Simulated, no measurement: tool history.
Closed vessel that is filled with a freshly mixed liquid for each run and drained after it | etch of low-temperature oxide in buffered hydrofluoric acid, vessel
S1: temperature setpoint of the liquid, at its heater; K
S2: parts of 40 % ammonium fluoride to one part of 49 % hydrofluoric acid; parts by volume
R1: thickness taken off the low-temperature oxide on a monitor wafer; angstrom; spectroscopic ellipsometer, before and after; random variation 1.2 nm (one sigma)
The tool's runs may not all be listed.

Run 1, day 0: S1 297.15 K, S2 13 parts by volume, time in the liquid (s) 95. Result: R1 1722.7 angstrom.
Run 2, day 0.217: S1 298.65 K, S2 12.5 parts by volume, time in the liquid (s) 95. Result: R1 1946.8 angstrom.
Run 3, day 0.292: S1 298.65 K, S2 10 parts by volume, time in the liquid (s) 95. Result: R1 2419.4 angstrom.
Run 4, day 0.65: S1 299.65 K, S2 10 parts by volume, time in the liquid (s) 95. Result: R1 2532.8 angstrom.
Run 5, day 0.95: S1 297.15 K, S2 10 parts by volume, time in the liquid (s) 95. Result: R1 2227 angstrom.
Run 6, day 1.196: S1 297.15 K, S2 7 parts by volume, time in the liquid (s) 95. Result: R1 3123.4 angstrom.
Run 7, day 1.254: S1 297.65 K, S2 7 parts by volume, time in the liquid (s) 95. Result: R1 3205.8 angstrom.

Forecast run 8:
Run 8, day 1.471: S1 298.15 K, S2 7 parts by volume, time in the liquid (s) 95. Result: R1 ?.

R1: 3291.5 angstrom

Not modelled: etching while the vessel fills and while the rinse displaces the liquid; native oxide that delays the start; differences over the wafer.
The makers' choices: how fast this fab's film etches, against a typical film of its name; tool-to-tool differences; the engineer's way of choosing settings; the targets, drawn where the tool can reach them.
